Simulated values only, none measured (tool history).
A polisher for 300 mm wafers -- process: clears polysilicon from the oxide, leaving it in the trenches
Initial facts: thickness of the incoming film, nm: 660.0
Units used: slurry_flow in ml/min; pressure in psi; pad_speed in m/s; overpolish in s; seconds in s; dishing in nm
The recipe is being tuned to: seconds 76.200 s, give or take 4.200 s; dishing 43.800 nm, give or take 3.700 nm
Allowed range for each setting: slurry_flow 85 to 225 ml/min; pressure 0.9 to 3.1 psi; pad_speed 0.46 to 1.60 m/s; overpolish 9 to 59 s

{"run": 1, "hour": 0.0, "slurry_flow": 145, "pressure": 2.0, "pad_speed": 1.02, "overpolish": 30, "seconds": 60.014, "dishing": 58.126}
{"run": 2, "hour": 5.0, "slurry_flow": 145, "pressure": 2.0, "pad_speed": 1.02, "overpolish": 28, "seconds": 58.454, "dishing": 62.259}
{"run": 3, "hour": 8.3, "slurry_flow": 145, "pressure": 2.0, "pad_speed": 0.84, "overpolish": 28, "seconds": 70.947, "dishing": 59.367}
{"run": 4, "hour": 15.3, "slurry_flow": 145, "pressure": 2.2, "pad_speed": 0.84, "overpolish": 28, "seconds": 64.945, "dishing": 57.363}
{"run": 5, "hour": 22.5, "slurry_flow": 140, "pressure": 2.3, "pad_speed": 0.8, "overpolish": 31, "seconds": 64.351, "dishing": 57.394}
{"run": 6, "hour": 27.6, "slurry_flow": 140, "pressure": 2.3, "pad_speed": 0.98, "overpolish": 31, "seconds": 56.579, "dishing": 58.372}
{"run": 7, "hour": 30.5, "slurry_flow": 135, "pressure": 2.4, "pad_speed": 0.92, "overpolish": 34, "seconds": 56.893, "dishing": 58.362}
{"run": 8, "hour": 38.4, "slurry_flow": 145, "pressure": 2.4, "pad_speed": 0.88, "overpolish": 34, "seconds": 57.383, "dishing": 57.312}
{"run": 9, "hour": 40.6, "slurry_flow": 185, "pressure": 1.8, "pad_speed": 0.62, "overpolish": 20, "seconds": 86.29, "dishing": 53.724}
{"run": 10, "hour": 49.4, "slurry_flow": 185, "pressure": 1.8, "pad_speed": 0.62, "overpolish": 20, "seconds": 86.816, "dishing": 54.927}
{"run": 11, "hour": 50.5, "slurry_flow": 185, "pressure": 1.8, "pad_speed": 0.62, "overpolish": 20, "seconds": 85.012, "dishing": 55.232}
{"run": 12, "hour": 59.3, "slurry_flow": 190, "pressure": 1.8, "pad_speed": 0.6, "overpolish": 19, "seconds": 88.579, "dishing": 54.502}
{"run": 13, "hour": 64.5, "slurry_flow": 195, "pressure": 1.9, "pad_speed": 0.58, "overpolish": 18, "seconds": 86.249, "dishing": 54.466}
{"run": 14, "hour": 66.9, "slurry_flow": 200, "pressure": 2.0, "pad_speed": 0.56, "overpolish": 17, "seconds": 87.56, "dishing": 54.541}
{"run": 15, "hour": 67.6, "slurry_flow": 205, "pressure": 2.0, "pad_speed": 0.56, "overpolish": 19, "seconds": 84.3, "dishing": 53.244}
{"run": 16, "hour": 74.3, "slurry_flow": 205, "pressure": 2.0, "pad_speed": 0.54, "overpolish": 23, "seconds": 83.742, "dishing": 58.608}
{"run": 17, "hour": 74.9, "slurry_flow": 195, "pressure": 2.1, "pad_speed": 0.54, "overpolish": 21, "seconds": 84.841, "dishing": 54.738}
{"run": 18, "hour": 80.2, "slurry_flow": 185, "pressure": 2.2, "pad_speed": 0.54, "overpolish": 20, "seconds": 82.618, "dishing": 55.391}

4 candidate next runs follow, results not yet known. Just one meets every target within its allowed miss. Identify it.
{"run": "A", "hour": 85.5, "slurry_flow": 190, "pressure": 2.4, "pad_speed": 0.48, "overpolish": 43, "seconds": "?", "dishing": "?"}
{"run": "B", "hour": 85.5, "slurry_flow": 120, "pressure": 2.4, "pad_speed": 0.62, "overpolish": 9, "seconds": "?", "dishing": "?"}
{"run": "C", "hour": 85.5, "slurry_flow": 195, "pressure": 2.4, "pad_speed": 0.5, "overpolish": 44, "seconds": "?", "dishing": "?"}
{"run": "D", "hour": 85.5, "slurry_flow": 175, "pressure": 1.8, "pad_speed": 0.58, "overpolish": 9, "seconds": "?", "dishing": "?"}

move=A seconds=79.929 dishing=60.792
move=B seconds=74.118 dishing=45.583
move=C seconds=77.929 dishing=60.828
move=D seconds=89.590 dishing=41.457
A: the biggest miss grows against the last run
B: all results land within tolerance of their targets
C: the biggest miss grows against the last run
D: brings the result that was furthest off to its target, and leaves another outside
The right move is B.

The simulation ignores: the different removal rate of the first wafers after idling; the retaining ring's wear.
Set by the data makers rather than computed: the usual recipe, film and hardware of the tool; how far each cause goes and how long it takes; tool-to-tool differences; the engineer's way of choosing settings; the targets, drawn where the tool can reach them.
